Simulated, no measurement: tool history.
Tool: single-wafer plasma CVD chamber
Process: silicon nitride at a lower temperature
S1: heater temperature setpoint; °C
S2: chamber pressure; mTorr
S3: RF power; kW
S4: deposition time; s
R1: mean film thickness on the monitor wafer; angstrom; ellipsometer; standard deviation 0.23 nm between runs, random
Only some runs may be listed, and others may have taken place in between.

run 1 hour=0 | S1=335 S2=1850 S3=0.28 S4=39.3 | R1=516.33
run 2 hour=2.9 | S1=335 S2=1850 S3=0.28 S4=39.3 | R1=521.15
run 3 hour=5.8 | S1=335 S2=1670 S3=0.27 S4=39.3 | R1=499.37
run 4 hour=14.7 | S1=335 S2=1670 S3=0.3 S4=39.3 | R1=534.65
run 5 hour=18.5 | S1=335 S2=1790 S3=0.3 S4=39.3 | R1=548.06
run 6 hour=19.7 | S1=335 S2=1630 S3=0.28 S4=39.3 | R1=508.81

Expected results for the next run?
run 7 hour=24.1 | S1=335 S2=1530 S3=0.265 S4=39.3 | R1=?

R1: 486.66 angstrom
